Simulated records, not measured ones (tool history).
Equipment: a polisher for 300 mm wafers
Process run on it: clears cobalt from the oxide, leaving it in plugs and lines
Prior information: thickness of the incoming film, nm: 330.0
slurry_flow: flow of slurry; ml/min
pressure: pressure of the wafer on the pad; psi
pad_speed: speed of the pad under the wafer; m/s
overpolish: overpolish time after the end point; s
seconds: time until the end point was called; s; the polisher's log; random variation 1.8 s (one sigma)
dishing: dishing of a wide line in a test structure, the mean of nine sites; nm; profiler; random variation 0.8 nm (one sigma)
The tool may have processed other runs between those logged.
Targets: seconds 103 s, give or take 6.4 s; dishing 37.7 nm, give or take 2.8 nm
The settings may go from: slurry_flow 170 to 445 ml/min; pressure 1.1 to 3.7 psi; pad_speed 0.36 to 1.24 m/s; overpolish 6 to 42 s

run,hour,slurry_flow,pressure,pad_speed,overpolish,seconds,dishing
1,0,285,2.4,0.8,21,76.17,36.067
2,1.1,285,2.3,0.8,22,75.686,38.129
3,7.4,285,2.2,0.8,22,79.668,36.078
4,15,285,2.2,0.9,22,69.649,36.969
5,18.2,285,2.2,0.9,31,69.038,38.704
6,21.7,285,2.2,1.08,31,59.618,38.975
7,26.5,280,1.6,0.92,38,81.359,38.202
8,33.7,280,1.6,0.9,39,82.526,39.566
9,38.5,280,1.5,0.9,39,87.195,38.722
10,40.2,280,1.3,0.88,39,96.219,39.202
11,49.1,280,1.3,0.88,38,97.046,39.6
12,54,275,1.3,0.88,37,95.133,37.479

5 next moves are on the table. One of them brings every result within its allowed miss. Which?
A,58.9,265,1.4,0.78,31,?,?
B,58.9,195,1.1,1.1,22,?,?
C,58.9,335,2,0.74,37,?,?
D,58.9,270,1.3,0.98,23,?,?
E,58.9,250,1.4,0.94,36,?,?

move,seconds,dishing
A,104.6,36.405
B,86.861,35.053
C,89.379,37.974
D,86.537,35.478
E,87.848,37.909
A: every result within its allowed miss
B: further off than the last run
C: further off than the last run
D: further off than the last run
E: further off than the last run
The right move is A.
